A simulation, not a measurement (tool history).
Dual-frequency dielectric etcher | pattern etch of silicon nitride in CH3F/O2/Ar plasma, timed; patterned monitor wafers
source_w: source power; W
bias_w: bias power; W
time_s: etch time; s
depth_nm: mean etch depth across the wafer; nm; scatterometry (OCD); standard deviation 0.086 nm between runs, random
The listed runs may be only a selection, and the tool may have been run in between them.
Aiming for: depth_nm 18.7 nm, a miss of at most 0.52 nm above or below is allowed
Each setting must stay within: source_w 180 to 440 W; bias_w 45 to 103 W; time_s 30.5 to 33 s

| run | day | source_w | bias_w | time_s | depth_nm |
|---|---|---|---|---|---|
| 1 | 0 | 310 | 74 | 33 | 22.475 |
| 2 | 0.025 | 310 | 62 | 33 | 21.301 |
| 3 | 0.083 | 310 | 62 | 33 | 21.414 |
| 4 | 0.192 | 300 | 61 | 33 | 20.935 |
| 5 | 0.504 | 270 | 61 | 33 | 20.081 |
| 6 | 0.658 | 270 | 61 | 33 | 20.098 |
| 7 | 0.85 | 260 | 61 | 33 | 19.916 |
|  | 1.121 | source power generator calibrated |
| 8 | 1.121 | 220 | 57 | 32.5 | 17.662 |

Consider the 4 candidate settings below. Which is the only one whose results all fall within their allowed miss of target?
| A | 1.392 | 240 | 49 | 31.5 | ? |
| B | 1.392 | 180 | 68 | 32 | ? |
| C | 1.392 | 220 | 58 | 31.5 | ? |
| D | 1.392 | 220 | 66 | 33 | ? |

| move | depth_nm |
|---|---|
| A | 16.837 |
| B | 16.743 |
| C | 17.055 |
| D | 18.59 |
A: further off than the last run
B: further off than the last run
C: further off than the last run
D: every result lands within tolerance
Move D is the one to make.

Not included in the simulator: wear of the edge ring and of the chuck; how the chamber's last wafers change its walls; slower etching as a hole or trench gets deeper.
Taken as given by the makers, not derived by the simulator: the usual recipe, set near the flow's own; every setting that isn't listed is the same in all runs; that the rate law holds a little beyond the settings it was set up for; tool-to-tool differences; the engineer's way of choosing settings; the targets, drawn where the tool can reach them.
